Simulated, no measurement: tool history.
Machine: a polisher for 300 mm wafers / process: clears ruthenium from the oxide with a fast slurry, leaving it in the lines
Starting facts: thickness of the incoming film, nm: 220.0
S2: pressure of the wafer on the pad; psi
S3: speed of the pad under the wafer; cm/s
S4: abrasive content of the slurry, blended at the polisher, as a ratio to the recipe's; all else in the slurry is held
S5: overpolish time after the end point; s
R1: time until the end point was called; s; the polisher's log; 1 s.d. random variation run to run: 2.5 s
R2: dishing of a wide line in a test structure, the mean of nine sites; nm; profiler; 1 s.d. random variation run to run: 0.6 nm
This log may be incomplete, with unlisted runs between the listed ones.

Run 1, hour 0.0: flow of slurry (ml/min) 295, S2 3.2 psi, S3 88 cm/s, S4 1.0, S5 17 s. Result: R1 51.268 s, R2 56.949 nm.
Run 2, hour 3.6: flow of slurry (ml/min) 265, S2 3.2 psi, S3 88 cm/s, S4 1.0, S5 17 s. Result: R1 50.944 s, R2 59.173 nm.
Run 3, hour 7.8: flow of slurry (ml/min) 265, S2 3.2 psi, S3 104 cm/s, S4 1.0, S5 17 s. Result: R1 44.737 s, R2 60.979 nm.
Run 4, hour 12.4: flow of slurry (ml/min) 265, S2 2.8 psi, S3 104 cm/s, S4 1.0, S5 17 s. Result: R1 51.011 s, R2 59.223 nm.
Run 5, hour 19.7: flow of slurry (ml/min) 265, S2 2.8 psi, S3 104 cm/s, S4 1.0, S5 10 s. Result: R1 51.653 s, R2 35.508 nm.
Run 6, hour 20.7: flow of slurry (ml/min) 265, S2 2.8 psi, S3 104 cm/s, S4 0.8, S5 10 s. Result: R1 57.482 s, R2 32.431 nm.

Run 7, settings as shown, results not yet in. Your forecast:
Run 7, hour 28.7: flow of slurry (ml/min) 265, S2 2.4 psi, S3 94 cm/s, S4 0.8, S5 11 s. Result: R1 ?, R2 ?.

{"run 7": {"R1": 74.01, "R2": 28.137}}
